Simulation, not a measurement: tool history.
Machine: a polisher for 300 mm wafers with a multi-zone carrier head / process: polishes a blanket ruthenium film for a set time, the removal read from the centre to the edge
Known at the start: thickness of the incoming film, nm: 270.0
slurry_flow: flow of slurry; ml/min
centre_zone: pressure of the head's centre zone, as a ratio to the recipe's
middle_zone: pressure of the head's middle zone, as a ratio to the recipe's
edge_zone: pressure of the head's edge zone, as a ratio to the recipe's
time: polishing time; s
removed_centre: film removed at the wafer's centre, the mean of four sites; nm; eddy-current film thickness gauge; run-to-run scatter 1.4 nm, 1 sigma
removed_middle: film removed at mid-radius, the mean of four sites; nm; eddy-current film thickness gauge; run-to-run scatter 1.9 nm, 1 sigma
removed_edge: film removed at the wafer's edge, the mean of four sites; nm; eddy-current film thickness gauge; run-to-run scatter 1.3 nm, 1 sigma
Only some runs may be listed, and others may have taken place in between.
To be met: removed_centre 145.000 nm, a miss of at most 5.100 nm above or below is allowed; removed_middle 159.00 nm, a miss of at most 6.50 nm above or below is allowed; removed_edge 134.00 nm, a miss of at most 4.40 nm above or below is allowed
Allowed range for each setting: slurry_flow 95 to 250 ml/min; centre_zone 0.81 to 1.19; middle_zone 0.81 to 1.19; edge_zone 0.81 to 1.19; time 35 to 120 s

run,day,slurry_flow,centre_zone,middle_zone,edge_zone,time,removed_centre,removed_middle,removed_edge
1,0.000,160,1.00,1.00,1.00,77,116.680,114.17,112.75
2,0.096,160,1.00,1.05,1.00,77,116.420,120.38,113.93
3,0.346,160,1.00,1.11,1.00,77,116.940,126.87,114.67
4,0.608,160,0.93,1.11,1.00,77,107.370,127.07,113.08
5,0.846,160,0.93,1.17,1.00,77,106.780,132.69,112.21
6,1.000,160,0.93,1.17,1.00,69,98.996,118.12,102.00
7,1.304,170,0.96,1.17,1.01,72,106.440,125.58,107.00
8,1.338,175,0.98,1.17,1.03,74,111.340,128.87,112.25
9,1.375,180,1.00,1.17,1.03,76,116.020,134.26,115.45
10,1.646,185,1.02,1.17,1.04,78,123.520,139.24,119.44

Below are 5 possible settings for the next run. Only one of them brings all results inside the allowed miss of their targets. Which is it?
A,1.917,200,1.02,1.19,1.01,96,?,?,?
B,1.917,135,0.81,1.02,1.16,89,?,?,?
C,1.917,145,1.13,0.87,1.18,84,?,?,?
D,1.917,195,1.03,1.16,0.97,90,?,?,?
E,1.917,205,0.91,1.17,1.17,67,?,?,?

move,removed_centre,removed_middle,removed_edge
A,154.770,174.11,146.78
B,106.030,133.20,139.86
C,141.820,111.25,134.64
D,145.940,159.13,134.67
E,96.617,120.18,110.61
A: moves the result that the last run missed by most past its target, out the other side
B: misses by more than the last run did
C: meets the target for the result that was furthest off, but another lies outside its allowed miss
D: hits every target within its allowed miss
E: misses by more than the last run did
Go with D: it meets all targets.
